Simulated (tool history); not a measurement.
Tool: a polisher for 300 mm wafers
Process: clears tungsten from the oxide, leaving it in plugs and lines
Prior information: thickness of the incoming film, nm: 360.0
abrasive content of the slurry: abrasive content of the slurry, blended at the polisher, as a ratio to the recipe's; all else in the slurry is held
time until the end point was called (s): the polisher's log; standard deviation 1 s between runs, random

run  hour  flow of slurry (ml/min)  pressure of the wafer on the pad (kPa)  speed of the pad under the wafer (cm/s)  abrasive content of the slurry  overpolish time after the end point (s)  time until the end point was called (s)
  1     0                      235                                    25.5                                      102                               1                                        5                                   109.76
  2   5.3                      235                                    26.9                                      102                               1                                        5                                   103.59
  3   5.9                      270                                    26.9                                      102                               1                                        5                                   102.11
  4   7.9                      270                                    26.9                                      102                               1                                        5                                   99.473
  5  16.8                      270                                    28.3                                      102                               1                                        5                                    97.16
  6  19.9                      300                                    28.3                                      102                               1                                        5                                   99.029
  7  21.8                      300                                    35.2                                      112                               1                                        5                                   74.119
  8    27                      300                                    35.9                                      114                               1                                        5                                   70.856
  9  34.3                      300                                    36.5                                      114                               1                                        5                                   71.708
 10  36.5                      300                                    36.5                                      116                               1                                        5                                   71.528

The next listed run, before its measurement:
 11  42.1                      300                                    37.2                                      118                               1                                        5                                        ?

time until the end point was called (s): 68.212
